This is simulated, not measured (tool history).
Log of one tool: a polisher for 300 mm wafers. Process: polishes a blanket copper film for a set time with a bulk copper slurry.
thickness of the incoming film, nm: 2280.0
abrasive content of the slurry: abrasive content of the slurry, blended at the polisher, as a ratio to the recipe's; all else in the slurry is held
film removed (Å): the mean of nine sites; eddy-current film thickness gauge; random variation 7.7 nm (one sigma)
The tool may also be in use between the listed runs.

run	day	flow of slurry (ml/min)	pressure of the wafer on the pad (psi)	speed of the pad under the wafer (m/s)	abrasive content of the slurry	polishing time (s)	film removed (Å)
1	0.000	280	3.1	1.32	1.00	86	10998.0
2	0.054	280	3.1	1.32	0.90	86	10742.0
3	0.258	280	3.1	1.32	1.10	86	11074.0
4	0.471	280	2.9	1.32	1.10	86	10769.0
5	0.833	280	2.9	1.32	0.95	86	10372.0
6	0.896	280	2.9	1.32	1.05	86	10645.0
7	1.150	280	2.9	1.32	1.05	86	10699.0
8	1.396	280	2.7	1.30	1.05	86	9768.3
9	1.512	280	2.6	1.30	1.05	86	9482.9
10	1.858	280	2.5	1.30	1.05	86	9227.4
11	2.025	280	2.4	1.30	1.05	86	9086.7

The next listed run, before its measurement:
12	2.100	280	2.3	1.30	1.05	86	?

film removed (Å): 8882.5

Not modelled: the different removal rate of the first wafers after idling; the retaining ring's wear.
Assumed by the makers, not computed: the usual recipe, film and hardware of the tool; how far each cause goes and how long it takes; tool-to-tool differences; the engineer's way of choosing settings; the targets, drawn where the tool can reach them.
